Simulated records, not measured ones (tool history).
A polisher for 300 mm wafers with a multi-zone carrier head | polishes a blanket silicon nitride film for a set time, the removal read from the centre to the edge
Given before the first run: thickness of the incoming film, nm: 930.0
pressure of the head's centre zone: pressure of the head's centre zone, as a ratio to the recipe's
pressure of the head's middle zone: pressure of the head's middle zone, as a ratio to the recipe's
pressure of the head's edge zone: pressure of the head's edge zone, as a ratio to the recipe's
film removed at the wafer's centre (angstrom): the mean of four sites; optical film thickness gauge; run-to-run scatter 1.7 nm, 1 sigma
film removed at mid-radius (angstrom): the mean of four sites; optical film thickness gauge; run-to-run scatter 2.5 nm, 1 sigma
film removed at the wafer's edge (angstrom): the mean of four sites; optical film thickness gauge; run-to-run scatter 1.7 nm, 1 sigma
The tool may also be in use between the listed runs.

run,day,flow of slurry (ml/min),pressure of the head's centre zone,pressure of the head's middle zone,pressure of the head's edge zone,polishing time (s),film removed at the wafer's centre (angstrom),film removed at mid-radius (angstrom),film removed at the wafer's edge (angstrom)
1,0,225,1,1,1,48,1166.1,1129.1,1181.1
2,0.088,230,1.01,1.03,1.02,50,1231.1,1203.5,1227.6
3,0.425,235,1.01,1.04,1.03,52,1269.5,1294.8,1315.1
4,0.508,235,1.01,1.08,1.03,52,1288.2,1324.7,1275
5,0.783,235,1.01,1.15,1.03,52,1295.5,1399.3,1286.7
# day 1.008: worn pad replaced by a new one
6,1.008,235,1.01,1.15,1.03,48,1282.8,1396.2,1282.3
7,1.258,240,1.03,1.16,1.06,49,1360.8,1419,1330
8,1.317,250,1.03,1.17,1.07,50,1375.5,1488.6,1390.4
9,1.571,260,1.04,1.17,1.07,50,1392,1508,1366.8
10,1.738,260,1.05,1.17,1.09,50,1419.1,1486.4,1379.1

Estimate the outcome of run 11 from the log above:
11,1.85,265,1.05,1.17,1.11,51,?,?,?

film removed at the wafer's centre (angstrom): 1407.6
film removed at mid-radius (angstrom): 1550.2
film removed at the wafer's edge (angstrom): 1441.2

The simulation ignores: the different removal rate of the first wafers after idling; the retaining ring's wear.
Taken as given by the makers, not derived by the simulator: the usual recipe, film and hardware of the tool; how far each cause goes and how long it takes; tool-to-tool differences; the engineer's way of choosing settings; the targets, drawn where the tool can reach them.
